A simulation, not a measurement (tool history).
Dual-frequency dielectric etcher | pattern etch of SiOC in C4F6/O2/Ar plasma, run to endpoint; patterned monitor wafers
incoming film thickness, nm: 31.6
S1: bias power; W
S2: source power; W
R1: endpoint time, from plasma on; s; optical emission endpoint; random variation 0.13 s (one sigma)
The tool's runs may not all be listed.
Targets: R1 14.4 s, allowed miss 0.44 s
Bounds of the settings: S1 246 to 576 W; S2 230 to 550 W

| run | hour | S1 | S2 | R1 |
|---|---|---|---|---|
| 1 | 0 | 411 | 390 | 12.025 |
| 2 | 8.9 | 384 | 390 | 12.812 |
| 3 | 13.4 | 384 | 460 | 11.851 |
| 4 | 19.4 | 452 | 460 | 10.973 |
| 5 | 20.1 | 398 | 440 | 11.847 |
| 6 | 28.4 | 359 | 420 | 12.628 |
| 7 | 34.4 | 331 | 410 | 12.972 |
| 8 | 38.6 | 310 | 400 | 13.454 |
| 9 | 43 | 295 | 390 | 13.844 |

5 next moves are on the table. One of them brings every result within its allowed miss. Which?
| A | 47.4 | 335 | 370 | ? |
| B | 47.4 | 339 | 370 | ? |
| C | 47.4 | 329 | 310 | ? |
| D | 47.4 | 300 | 440 | ? |
| E | 47.4 | 285 | 440 | ? |

| move | R1 |
|---|---|
| A | 13.667 |
| B | 13.606 |
| C | 14.712 |
| D | 13.332 |
| E | 13.584 |
A: further off than the last run
B: further off than the last run
C: meets every target
D: further off than the last run
E: further off than the last run
Answer: C

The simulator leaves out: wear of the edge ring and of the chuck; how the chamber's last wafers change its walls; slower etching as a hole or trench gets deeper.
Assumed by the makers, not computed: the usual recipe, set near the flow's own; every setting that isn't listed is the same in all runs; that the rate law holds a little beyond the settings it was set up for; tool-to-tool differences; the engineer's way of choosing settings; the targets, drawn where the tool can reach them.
